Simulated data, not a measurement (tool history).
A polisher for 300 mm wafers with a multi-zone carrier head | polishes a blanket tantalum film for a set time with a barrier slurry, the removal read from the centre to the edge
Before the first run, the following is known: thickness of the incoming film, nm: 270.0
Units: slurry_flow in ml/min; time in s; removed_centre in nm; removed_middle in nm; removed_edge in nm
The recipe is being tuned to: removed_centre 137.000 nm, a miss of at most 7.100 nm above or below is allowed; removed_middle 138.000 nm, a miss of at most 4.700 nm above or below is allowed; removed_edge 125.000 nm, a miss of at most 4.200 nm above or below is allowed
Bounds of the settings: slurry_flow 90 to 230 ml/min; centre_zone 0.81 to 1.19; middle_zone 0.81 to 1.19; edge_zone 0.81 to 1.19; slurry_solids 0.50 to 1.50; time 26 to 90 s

run	hour	slurry_flow	centre_zone	middle_zone	edge_zone	slurry_solids	time	removed_centre	removed_middle	removed_edge
1	0.0	150	1.00	1.00	1.00	1.00	58	80.561	75.955	77.272
2	3.8	185	1.00	1.00	1.00	1.00	58	82.085	79.417	78.735
3	7.9	220	1.00	1.00	1.00	1.00	58	85.569	81.452	80.029
4	13.7	220	1.02	1.04	1.02	1.15	63	97.322	91.728	89.678
5	16.3	220	0.94	1.04	1.02	1.15	63	87.822	93.176	90.713
6	25.3	220	0.94	1.04	1.02	1.15	75	105.740	109.040	107.760
7	29.3	220	0.96	1.07	1.01	1.25	77	114.930	117.570	111.580
8	30.1	220	0.97	1.09	1.02	1.35	78	118.280	120.640	117.770

Consider the 5 candidate settings below. Which is the only one whose results all fall within their allowed miss of target?
A	30.9	230	1.02	1.11	0.99	1.45	84	?	?	?
B	30.9	230	1.18	1.19	0.91	1.05	82	?	?	?
C	30.9	205	0.88	1.02	1.19	1.50	76	?	?	?
D	30.9	210	1.14	0.97	0.94	1.40	74	?	?	?
E	30.9	230	1.07	1.19	0.93	1.30	90	?	?	?

move	removed_centre	removed_middle	removed_edge
A	132.960	138.470	126.220
B	138.980	134.540	111.920
C	104.480	115.790	122.610
D	127.030	106.890	107.710
E	145.750	154.260	129.270
A: each result inside its tolerance
B: brings the result that was furthest off to its target, and leaves another outside
C: misses by more than the last run did
D: misses by more than the last run did
E: the result that was furthest off in the last run now lies on the other side of its target
The right move is A.
